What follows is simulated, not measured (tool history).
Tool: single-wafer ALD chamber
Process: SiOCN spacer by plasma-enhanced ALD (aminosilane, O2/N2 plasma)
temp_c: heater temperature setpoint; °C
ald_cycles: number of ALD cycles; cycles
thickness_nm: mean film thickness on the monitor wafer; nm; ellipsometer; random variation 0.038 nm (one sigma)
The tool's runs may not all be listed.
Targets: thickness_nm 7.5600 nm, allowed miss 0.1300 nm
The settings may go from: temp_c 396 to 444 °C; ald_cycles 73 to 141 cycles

run    day  temp_c  ald_cycles  thickness_nm
  1  0.000     420         107        6.0148
  2  0.329     418         110        6.2772
  3  0.538     416         112        6.3834
  4  0.600     427         112        6.2639
  5  0.679     427         102        5.5860
     0.992  -- thermocouple changed; heater temperature recalibrated
  6  0.992     433         102        5.5362
  7  1.275     431         106        5.6920
  8  1.454     427         108        5.9012

5 next moves are on the table. One of them brings every result within its allowed miss. Which?
  A  1.633     412         136             ?
  B  1.633     410         138             ?
  C  1.633     426         141             ?
  D  1.633     415         133             ?
  E  1.633     403         134             ?

move  thickness_nm
   A        7.7740
   B        7.9316
   C        7.7498
   D        7.5398
   E        7.8490
A: takes the result that was furthest off past its target
B: takes the result that was furthest off past its target
C: takes the result that was furthest off past its target
D: meets every target
E: takes the result that was furthest off past its target
The right move is D.
